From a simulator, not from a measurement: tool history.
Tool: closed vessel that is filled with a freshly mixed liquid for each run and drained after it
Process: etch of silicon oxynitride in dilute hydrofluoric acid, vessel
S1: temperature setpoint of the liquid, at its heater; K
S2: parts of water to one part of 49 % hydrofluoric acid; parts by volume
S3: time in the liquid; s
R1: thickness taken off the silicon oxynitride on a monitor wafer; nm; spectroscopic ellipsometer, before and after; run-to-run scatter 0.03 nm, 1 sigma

| run | hour | S1 | S2 | S3 | R1 |
|---|---|---|---|---|---|
| 1 | 0.0 | 298.15 | 180 | 685 | 6.2942 |
| 2 | 5.7 | 297.15 | 185 | 685 | 5.8361 |
| 3 | 14.0 | 297.15 | 245 | 685 | 4.1646 |
| 4 | 15.7 | 296.15 | 245 | 685 | 4.0435 |
| 5 | 17.0 | 299.15 | 245 | 685 | 4.5447 |
| 6 | 23.6 | 298.65 | 245 | 685 | 4.4858 |
| 7 | 28.6 | 298.65 | 245 | 685 | 4.4906 |

Expected results for the next run?
| 8 | 33.4 | 298.15 | 245 | 685 | ? |

Run 8 came out at R1 4.4028 nm.
